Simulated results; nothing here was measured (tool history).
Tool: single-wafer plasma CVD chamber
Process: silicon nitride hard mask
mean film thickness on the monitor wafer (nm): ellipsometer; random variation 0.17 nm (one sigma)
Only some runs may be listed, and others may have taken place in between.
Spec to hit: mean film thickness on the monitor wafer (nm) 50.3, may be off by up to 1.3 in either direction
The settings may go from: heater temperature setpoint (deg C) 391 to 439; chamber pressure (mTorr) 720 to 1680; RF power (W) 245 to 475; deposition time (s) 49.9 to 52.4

| run | day | heater temperature setpoint (deg C) | chamber pressure (mTorr) | RF power (W) | deposition time (s) | mean film thickness on the monitor wafer (nm) |
|---|---|---|---|---|---|---|
| 1 | 0 | 415 | 1200 | 360 | 52.4 | 62.34 |
| 2 | 0.262 | 415 | 1280 | 360 | 52.4 | 63.487 |
| 3 | 0.508 | 415 | 1380 | 360 | 52.4 | 64.093 |
| 4 | 0.779 | 415 | 1380 | 360 | 52.4 | 63.988 |
| 5 | 0.921 | 415 | 1350 | 340 | 52 | 60.137 |
| 6 | 1.2 | 415 | 1500 | 340 | 52 | 62 |
| 7 | 1.508 | 415 | 1460 | 325 | 51.8 | 58.782 |
| 8 | 1.583 | 415 | 1420 | 315 | 51.7 | 57.12 |
| 9 | 1.8 | 415 | 1380 | 310 | 51.6 | 55.611 |

Of the 5 settings listed for the next run, only one would bring every result within its allowed miss of target. Which one?
| A | 2.017 | 415 | 1430 | 325 | 52.4 | ? |
| B | 2.017 | 418 | 1380 | 290 | 49.9 | ? |
| C | 2.017 | 420 | 1350 | 365 | 52.4 | ? |
| D | 2.017 | 416 | 1470 | 355 | 52.4 | ? |
| E | 2.017 | 409 | 1370 | 275 | 49.9 | ? |

| move | mean film thickness on the monitor wafer (nm) |
|---|---|
| A | 59.221 |
| B | 50.413 |
| C | 64.33 |
| D | 64.128 |
| E | 48.085 |
A: misses by more than the last run did
B: all results in spec
C: misses by more than the last run did
D: misses by more than the last run did
E: takes the result that was furthest off past its target
Answer: B
